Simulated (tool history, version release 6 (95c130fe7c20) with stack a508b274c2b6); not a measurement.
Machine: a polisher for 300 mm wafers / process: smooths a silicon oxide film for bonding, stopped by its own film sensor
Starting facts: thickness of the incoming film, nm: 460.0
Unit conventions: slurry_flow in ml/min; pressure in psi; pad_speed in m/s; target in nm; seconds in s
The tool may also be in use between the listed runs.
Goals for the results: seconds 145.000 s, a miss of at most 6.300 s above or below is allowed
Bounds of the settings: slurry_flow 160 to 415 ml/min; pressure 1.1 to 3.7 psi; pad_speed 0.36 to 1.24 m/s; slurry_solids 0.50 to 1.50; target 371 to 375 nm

run	hour	slurry_flow	pressure	pad_speed	slurry_solids	target	seconds
1	0.0	265	2.4	0.80	1.00	375	115.320
2	8.5	265	2.4	0.90	1.00	375	108.550
3	9.4	265	2.4	1.10	1.00	375	90.535
4	15.4	265	1.9	1.10	1.00	375	113.550
5	21.7	265	2.3	1.10	1.00	375	96.090
6	25.2	265	2.1	1.10	1.00	375	104.250
7	28.1	265	1.9	1.10	1.00	375	114.330
8	33.2	265	1.3	1.08	1.00	375	168.060
9	41.3	265	1.6	1.08	1.00	375	136.250

Exercise: of the 5 proposed moves below, exactly one satisfies all targets within the stated allowed misses. Which move is it?
A	49.4	185	1.8	1.02	0.95	371	?
B	49.4	265	1.8	1.16	1.00	375	?
C	49.4	305	2.0	0.92	1.00	371	?
D	49.4	160	1.8	1.18	1.10	375	?
E	49.4	250	1.7	1.04	1.00	375	?

move	seconds
A	145.690
B	117.110
C	131.540
D	118.880
E	135.860
A: in spec on every target
B: lands further from the targets than the last run did
C: lands further from the targets than the last run did
D: lands further from the targets than the last run did
E: no better and no worse than the last run
Move A is the one to make.
